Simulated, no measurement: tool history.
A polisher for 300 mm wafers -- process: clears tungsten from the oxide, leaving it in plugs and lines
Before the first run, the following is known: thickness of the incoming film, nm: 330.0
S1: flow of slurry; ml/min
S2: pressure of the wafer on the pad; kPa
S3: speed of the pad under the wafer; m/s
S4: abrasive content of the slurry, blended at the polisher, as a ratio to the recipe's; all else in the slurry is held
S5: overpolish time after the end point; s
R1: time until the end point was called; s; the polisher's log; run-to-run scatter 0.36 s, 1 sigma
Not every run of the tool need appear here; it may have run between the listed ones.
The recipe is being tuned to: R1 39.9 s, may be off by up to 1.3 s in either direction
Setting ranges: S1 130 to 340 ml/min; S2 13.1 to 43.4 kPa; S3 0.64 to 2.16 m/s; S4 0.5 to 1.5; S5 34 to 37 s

run	hour	S1	S2	S3	S4	S5	R1
1	0	220	28.3	1.4	1	34	54.338
2	7.6	220	28.3	1.1	1	34	65.821
3	10.8	220	26.2	1.1	1	34	70.747
4	13.8	220	26.2	1.1	1	34	70.262
5	16.5	220	31	1.12	1	34	58.696
6	19	220	31	1.3	1	34	52.577
7	20	230	38.6	1.32	1	34	42.185
# hour 22.3: worn pad replaced by a new one
8	22.3	230	39.3	1.32	1	34	36.386
9	28	230	38.6	1.32	1	34	37.086
10	32.7	230	38.6	1.32	1	34	36.833
11	35.1	220	37.9	1.32	1	34	38.206
12	42.3	225	37.9	1.32	1	34	37.982

Exercise: of the 5 proposed moves below, exactly one satisfies all targets within the stated allowed misses. Which move is it?
A	49.5	175	33.8	1.4	0.95	37	?
B	49.5	240	41.4	1.2	1	37	?
C	49.5	215	36.5	1.12	1.15	34	?
D	49.5	225	37.2	1.26	1.05	34	?
E	49.5	225	33.1	1.18	1.25	34	?

move	R1
A	43.436
B	37.797
C	43.814
D	40.14
E	45.071
A: the result that was furthest off in the last run now lies on the other side of its target
B: lands further from the targets than the last run did
C: the result that was furthest off in the last run now lies on the other side of its target
D: meets every target
E: the result that was furthest off in the last run now lies on the other side of its target
The move that meets every target is D.

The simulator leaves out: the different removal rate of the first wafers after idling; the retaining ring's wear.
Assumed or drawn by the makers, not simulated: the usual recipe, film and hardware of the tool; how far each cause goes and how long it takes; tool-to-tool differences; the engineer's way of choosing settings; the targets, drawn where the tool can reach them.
